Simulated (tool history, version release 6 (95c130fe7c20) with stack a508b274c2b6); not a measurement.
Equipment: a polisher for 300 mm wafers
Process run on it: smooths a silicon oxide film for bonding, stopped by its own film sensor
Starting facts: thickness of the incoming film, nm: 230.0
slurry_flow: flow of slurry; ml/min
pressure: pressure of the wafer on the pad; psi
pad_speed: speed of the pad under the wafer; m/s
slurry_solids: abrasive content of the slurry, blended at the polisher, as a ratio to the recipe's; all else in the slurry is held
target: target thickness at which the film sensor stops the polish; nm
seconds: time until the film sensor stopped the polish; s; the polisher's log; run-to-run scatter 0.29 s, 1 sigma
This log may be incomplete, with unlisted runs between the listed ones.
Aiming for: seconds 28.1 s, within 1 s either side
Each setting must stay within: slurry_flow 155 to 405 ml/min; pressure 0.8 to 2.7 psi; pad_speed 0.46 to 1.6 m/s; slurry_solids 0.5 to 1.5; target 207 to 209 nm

Run 1, hour 0: slurry_flow 260 ml/min, pressure 1.7 psi, pad_speed 1.02 m/s, slurry_solids 1, target 207 nm. Result: seconds 35.047 s.
Run 2, hour 1: slurry_flow 260 ml/min, pressure 1.7 psi, pad_speed 1.02 m/s, slurry_solids 0.9, target 207 nm. Result: seconds 37.615 s.
Run 3, hour 2: slurry_flow 260 ml/min, pressure 1.7 psi, pad_speed 1.02 m/s, slurry_solids 0.75, target 207 nm. Result: seconds 41.982 s.
Run 4, hour 8.1: slurry_flow 260 ml/min, pressure 1.8 psi, pad_speed 1.02 m/s, slurry_solids 0.75, target 207 nm. Result: seconds 40.585 s.
Run 5, hour 9.4: slurry_flow 260 ml/min, pressure 1.8 psi, pad_speed 0.76 m/s, slurry_solids 0.75, target 207 nm. Result: seconds 46.595 s.
Run 6, hour 18.1: slurry_flow 260 ml/min, pressure 2 psi, pad_speed 0.76 m/s, slurry_solids 0.75, target 207 nm. Result: seconds 43.936 s.
Run 7, hour 21.6: slurry_flow 260 ml/min, pressure 2.1 psi, pad_speed 0.8 m/s, slurry_solids 0.75, target 207 nm. Result: seconds 38.972 s.
Run 8, hour 26.6: slurry_flow 260 ml/min, pressure 2.2 psi, pad_speed 0.8 m/s, slurry_solids 0.75, target 207 nm. Result: seconds 38.592 s.

Pick the move, out of 4, that brings all results within their allowed miss; only one does.
Run A, hour 31.6: slurry_flow 270 ml/min, pressure 2.5 psi, pad_speed 0.82 m/s, slurry_solids 0.85, target 209 nm. Result: seconds ?.
Run B, hour 31.6: slurry_flow 245 ml/min, pressure 2.5 psi, pad_speed 0.78 m/s, slurry_solids 0.75, target 208 nm. Result: seconds ?.
Run C, hour 31.6: slurry_flow 250 ml/min, pressure 1.8 psi, pad_speed 0.62 m/s, slurry_solids 0.6, target 209 nm. Result: seconds ?.
Run D, hour 31.6: slurry_flow 270 ml/min, pressure 1.8 psi, pad_speed 0.58 m/s, slurry_solids 0.7, target 207 nm. Result: seconds ?.

move  seconds
   A   27.918
   B   33.011
   C   57.405
   D   57.536
A: every result lands within tolerance
B: closer than the last run, but not yet in spec
C: moves away from the targets compared with the last run
D: moves away from the targets compared with the last run
A is the move that brings every result within its allowed miss.

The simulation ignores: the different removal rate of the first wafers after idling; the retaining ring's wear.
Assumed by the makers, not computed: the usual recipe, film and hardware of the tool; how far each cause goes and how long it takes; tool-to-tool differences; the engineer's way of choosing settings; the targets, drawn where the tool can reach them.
